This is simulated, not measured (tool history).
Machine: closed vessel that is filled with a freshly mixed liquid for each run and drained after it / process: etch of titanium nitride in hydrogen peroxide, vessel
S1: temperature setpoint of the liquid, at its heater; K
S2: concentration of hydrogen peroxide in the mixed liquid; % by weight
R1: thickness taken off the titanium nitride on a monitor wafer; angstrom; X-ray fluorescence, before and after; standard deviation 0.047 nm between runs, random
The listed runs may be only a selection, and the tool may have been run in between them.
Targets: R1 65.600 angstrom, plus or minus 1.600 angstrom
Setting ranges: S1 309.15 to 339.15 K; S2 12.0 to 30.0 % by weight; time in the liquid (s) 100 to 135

run 1 hour=0.0 | S1=325.15 S2=20.5 time_in_the_liquid_(s)=135 | R1=113.430
run 2 hour=4.1 | S1=325.15 S2=24.5 time_in_the_liquid_(s)=135 | R1=117.940
run 3 hour=6.3 | S1=325.15 S2=24.5 time_in_the_liquid_(s)=100 | R1=87.676
run 4 hour=11.9 | S1=325.15 S2=22.5 time_in_the_liquid_(s)=100 | R1=84.502
run 5 hour=16.9 | S1=325.15 S2=22.5 time_in_the_liquid_(s)=100 | R1=84.781
run 6 hour=19.2 | S1=324.65 S2=22.5 time_in_the_liquid_(s)=100 | R1=83.025
run 7 hour=26.0 | S1=324.15 S2=22.5 time_in_the_liquid_(s)=100 | R1=78.882
run 8 hour=31.3 | S1=323.65 S2=22.5 time_in_the_liquid_(s)=100 | R1=77.233
run 9 hour=38.3 | S1=322.65 S2=22.5 time_in_the_liquid_(s)=100 | R1=71.261
run 10 hour=44.7 | S1=322.15 S2=22.5 time_in_the_liquid_(s)=100 | R1=68.939

4 next moves are on the table. One of them brings every result within its allowed miss. Which?
run A hour=51.1 | S1=318.65 S2=22.5 time_in_the_liquid_(s)=130 | R1=?
run B hour=51.1 | S1=320.15 S2=23.0 time_in_the_liquid_(s)=110 | R1=?
run C hour=51.1 | S1=320.15 S2=25.5 time_in_the_liquid_(s)=115 | R1=?
run D hour=51.1 | S1=320.65 S2=26.0 time_in_the_liquid_(s)=110 | R1=?

move=A R1=69.067
move=B R1=65.607
move=C R1=70.147
move=D R1=69.904
A: just as far off the targets as the last run
B: all results land within tolerance of their targets
C: its largest miss is bigger than the last run's
D: its largest miss is bigger than the last run's
B is the move that brings every result within its allowed miss.
